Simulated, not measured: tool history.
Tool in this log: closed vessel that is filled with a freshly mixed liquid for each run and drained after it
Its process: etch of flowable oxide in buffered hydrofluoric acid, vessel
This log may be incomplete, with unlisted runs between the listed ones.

run    day  temperature setpoint of the liquid (K)  parts of 40 % ammonium fluoride to one part of 49 % hydrofluoric acid (parts by volume)  time in the liquid (s)  thickness taken off the flowable oxide on a monitor wafer (angstrom)
  1  0.000                                  297.15                                                                                     15.0                      95                                                                2250.8
  2  0.317                                  298.65                                                                                     15.0                      95                                                                2439.7
  3  0.350                                  295.65                                                                                     15.0                      95                                                                2060.7
  4  0.608                                  297.65                                                                                     15.0                      95                                                                2311.8
  5  0.942                                  297.65                                                                                     13.0                      95                                                                2674.3
  6  1.129                                  298.15                                                                                     13.0                      95                                                                2749.2
  7  1.183                                  298.65                                                                                     13.0                      95                                                                2809.3

Estimate the outcome of run 8 from the log above:
  8  1.442                                  299.15                                                                                     13.0                      95                                                                     ?

{"run 8": {"thickness taken off the flowable oxide on a monitor wafer (angstrom)": 2906.2}}
